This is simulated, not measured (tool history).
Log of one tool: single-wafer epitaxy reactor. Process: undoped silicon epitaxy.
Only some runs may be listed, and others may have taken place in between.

run,day,wafer temperature setpoint (pyrometer-controlled) (K),deposition time (s),mean film thickness on the monitor wafer (nm)
1,0,923.15,284,49.679
2,0.275,923.15,270,47.553
3,0.646,931.15,277,56.347
4,0.867,937.15,277,63.55
5,1.154,933.15,277,58.247
6,1.354,938.15,289,66.673
7,1.429,941.15,298,72.59

Estimate the outcome of run 8 from the log above:
8,1.775,943.15,304,?

{"run 8": {"mean film thickness on the monitor wafer (nm)": 77.198}}
